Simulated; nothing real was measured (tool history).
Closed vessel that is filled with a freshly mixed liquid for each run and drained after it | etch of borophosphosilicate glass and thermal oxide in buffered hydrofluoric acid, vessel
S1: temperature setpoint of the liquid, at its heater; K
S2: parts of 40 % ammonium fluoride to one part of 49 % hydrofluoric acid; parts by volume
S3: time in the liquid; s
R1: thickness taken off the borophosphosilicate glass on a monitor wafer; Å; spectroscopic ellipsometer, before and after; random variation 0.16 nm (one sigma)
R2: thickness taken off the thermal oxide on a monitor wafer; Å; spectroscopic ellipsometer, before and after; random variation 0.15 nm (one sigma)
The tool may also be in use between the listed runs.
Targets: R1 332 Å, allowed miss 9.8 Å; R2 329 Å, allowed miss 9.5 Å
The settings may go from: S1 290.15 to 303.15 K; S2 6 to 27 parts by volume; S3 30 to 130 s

run  hour      S1    S2  S3      R1      R2
  1     0  295.15  16.5  65  447.73  443.81
  2   3.7  295.15  18.5  65  398.86  395.82
  3   6.1  296.65  18.5  65  436.08  431.34
  4  14.1  299.65  18.5  65  509.57  508.64
  5  17.9  297.65  18.5  65  460.35  457.52
  6  26.4  297.65  18.5  40   281.1  281.91
  7  32.6  298.65  18.5  40  299.67  296.47
  8  41.3  299.15  18.5  40  307.07  303.47

4 next moves are on the table. One of them brings every result within its allowed miss. Which?
  A    50  297.15  21.5  60   ?   ?
  B    50  297.65  18.5  50   ?   ?
  C    50  298.65  19.5  50   ?   ?
  D    50  301.15    19  40   ?   ?

move      R1      R2
   A  362.76  363.81
   B  352.68  353.63
   C  353.32  354.51
   D  331.35  332.84
A: takes the result that was furthest off past its target
B: takes the result that was furthest off past its target
C: takes the result that was furthest off past its target
D: meets every target
The right move is D.

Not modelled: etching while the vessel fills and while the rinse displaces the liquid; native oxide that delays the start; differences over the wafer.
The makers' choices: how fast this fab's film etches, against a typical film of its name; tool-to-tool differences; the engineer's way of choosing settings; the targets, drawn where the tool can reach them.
